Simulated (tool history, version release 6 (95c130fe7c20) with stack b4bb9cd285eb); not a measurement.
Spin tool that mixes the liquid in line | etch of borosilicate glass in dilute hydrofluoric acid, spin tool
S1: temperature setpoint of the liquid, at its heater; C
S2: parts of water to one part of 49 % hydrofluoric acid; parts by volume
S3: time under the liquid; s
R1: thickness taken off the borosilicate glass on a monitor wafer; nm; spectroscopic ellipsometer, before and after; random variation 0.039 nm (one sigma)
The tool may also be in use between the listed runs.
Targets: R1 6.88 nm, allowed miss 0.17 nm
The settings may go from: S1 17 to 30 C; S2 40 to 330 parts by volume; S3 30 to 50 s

run 1 hour=0 | S1=22 S2=185 S3=50 | R1=3.7465
run 2 hour=8.8 | S1=24 S2=170 S3=50 | R1=4.4819
run 3 hour=14.9 | S1=25.5 S2=160 S3=50 | R1=5.1368
run 4 hour=20.4 | S1=26.5 S2=155 S3=50 | R1=5.4635
run 5 hour=21 | S1=26.5 S2=155 S3=50 | R1=5.523
run 6 hour=28.1 | S1=27.5 S2=150 S3=50 | R1=5.8976
run 7 hour=32.2 | S1=30 S2=135 S3=50 | R1=7.3509
run 8 hour=33.6 | S1=29.5 S2=135 S3=50 | R1=7.2744
run 9 hour=42.6 | S1=29 S2=135 S3=50 | R1=7.0689
run 10 hour=45.7 | S1=29 S2=135 S3=50 | R1=7.0834

Which of these 4 next moves meets every target?
run A hour=48.8 | S1=30 S2=85 S3=30 | R1=?
run B hour=48.8 | S1=28 S2=135 S3=50 | R1=?
run C hour=48.8 | S1=30 S2=135 S3=50 | R1=?
run D hour=48.8 | S1=29 S2=130 S3=50 | R1=?

move=A R1=7.4997
move=B R1=6.8207
move=C R1=7.341
move=D R1=7.398
A: further off than the last run
B: meets every target
C: further off than the last run
D: further off than the last run
Move B is the one to make.
